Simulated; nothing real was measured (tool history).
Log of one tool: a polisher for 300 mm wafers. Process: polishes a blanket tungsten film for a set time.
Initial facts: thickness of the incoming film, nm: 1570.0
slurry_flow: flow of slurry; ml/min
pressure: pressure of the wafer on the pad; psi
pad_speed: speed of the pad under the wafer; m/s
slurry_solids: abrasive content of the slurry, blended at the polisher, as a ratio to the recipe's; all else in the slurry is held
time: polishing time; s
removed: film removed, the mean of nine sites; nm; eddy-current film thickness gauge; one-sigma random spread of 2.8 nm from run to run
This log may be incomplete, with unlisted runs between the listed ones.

run	day	slurry_flow	pressure	pad_speed	slurry_solids	time	removed
1	0.000	120	4.0	1.00	1.00	89	391.53
2	0.367	115	3.5	1.00	1.00	89	349.81
3	0.617	115	3.5	1.00	0.80	89	327.86
4	0.742	115	3.1	1.00	0.80	89	288.81
5	0.883	115	2.9	1.00	0.80	89	269.83
6	1.175	115	2.9	1.00	0.95	89	287.71
7	1.462	115	2.7	1.00	0.95	89	265.16
8	1.817	115	2.7	1.00	0.95	89	265.71
9	2.125	115	2.6	1.00	0.95	89	253.33

Estimate the outcome of run 10 from the log above:
# day 2.329: head pressure recalibrated
10	2.329	115	2.6	1.00	0.95	89	?

{"run 10": {"removed": 247.27}}

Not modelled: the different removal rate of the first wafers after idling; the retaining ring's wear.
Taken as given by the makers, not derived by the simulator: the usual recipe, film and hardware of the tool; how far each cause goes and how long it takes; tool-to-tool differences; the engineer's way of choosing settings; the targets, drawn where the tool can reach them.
